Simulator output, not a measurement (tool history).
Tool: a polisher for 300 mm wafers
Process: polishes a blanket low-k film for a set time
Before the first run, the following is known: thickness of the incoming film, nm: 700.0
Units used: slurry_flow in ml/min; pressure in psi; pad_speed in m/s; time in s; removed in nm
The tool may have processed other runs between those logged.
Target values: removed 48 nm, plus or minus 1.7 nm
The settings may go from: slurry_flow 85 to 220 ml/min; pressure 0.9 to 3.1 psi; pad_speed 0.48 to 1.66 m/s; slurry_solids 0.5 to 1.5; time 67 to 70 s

run,hour,slurry_flow,pressure,pad_speed,slurry_solids,time,removed
1,0,140,2,1.06,1,67,31.966
2,7.1,140,2,0.84,1,67,26.807
3,8.9,145,2.3,0.84,1,67,30.618
4,15.6,150,2.5,0.86,1,67,33.903
5,20.9,150,2.5,1.08,1,67,40.594
6,22.6,150,2.5,1.08,1,70,41.632
7,30.3,150,2.6,1.08,1,70,44.6
8,35.2,150,2.7,1.08,1,70,46.209

Below are 5 possible settings for the next run. Only one of them brings all results inside the allowed miss of their targets. Which is it?
A,40.1,135,2.6,1.18,0.9,70,?
B,40.1,130,2.6,0.96,1.1,70,?
C,40.1,135,2.7,1.04,1.1,68,?
D,40.1,180,2.6,1.2,1,67,?
E,40.1,150,2.7,1.14,0.9,67,?

move,removed
A,44.657
B,40.26
C,43.508
D,46.701
E,43.806
A: further off than the last run
B: further off than the last run
C: further off than the last run
D: hits every target within its allowed miss
E: further off than the last run
D meets every target.

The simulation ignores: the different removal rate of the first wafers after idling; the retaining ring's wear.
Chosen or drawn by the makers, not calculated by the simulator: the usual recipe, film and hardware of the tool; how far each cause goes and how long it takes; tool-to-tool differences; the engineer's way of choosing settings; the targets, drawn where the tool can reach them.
